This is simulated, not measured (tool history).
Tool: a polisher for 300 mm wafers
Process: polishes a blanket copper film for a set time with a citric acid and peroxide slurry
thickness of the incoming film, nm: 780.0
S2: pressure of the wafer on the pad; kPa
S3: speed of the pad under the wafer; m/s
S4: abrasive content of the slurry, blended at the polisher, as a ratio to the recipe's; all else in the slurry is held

run 1 hour=0 | flow_of_slurry_(ml/min)=140 S2=22.1 S3=0.82 S4=1 polishing_time_(s)=49 | film_removed_(Å)=841.43
run 2 hour=4.1 | flow_of_slurry_(ml/min)=170 S2=22.1 S3=0.82 S4=1 polishing_time_(s)=49 | film_removed_(Å)=859.63
run 3 hour=10 | flow_of_slurry_(ml/min)=165 S2=19.3 S3=0.82 S4=1 polishing_time_(s)=49 | film_removed_(Å)=786.42
run 4 hour=15.7 | flow_of_slurry_(ml/min)=195 S2=19.3 S3=0.82 S4=1 polishing_time_(s)=49 | film_removed_(Å)=799.1
run 5 hour=18 | flow_of_slurry_(ml/min)=185 S2=16.5 S3=0.82 S4=1 polishing_time_(s)=49 | film_removed_(Å)=734.85
run 6 hour=19.9 | flow_of_slurry_(ml/min)=185 S2=12.4 S3=0.82 S4=1 polishing_time_(s)=49 | film_removed_(Å)=620.13

Forecast run 7:
run 7 hour=28 | flow_of_slurry_(ml/min)=175 S2=11.7 S3=0.82 S4=1 polishing_time_(s)=49 | film_removed_(Å)=?

Run 7 gave film removed (Å) 599.61.
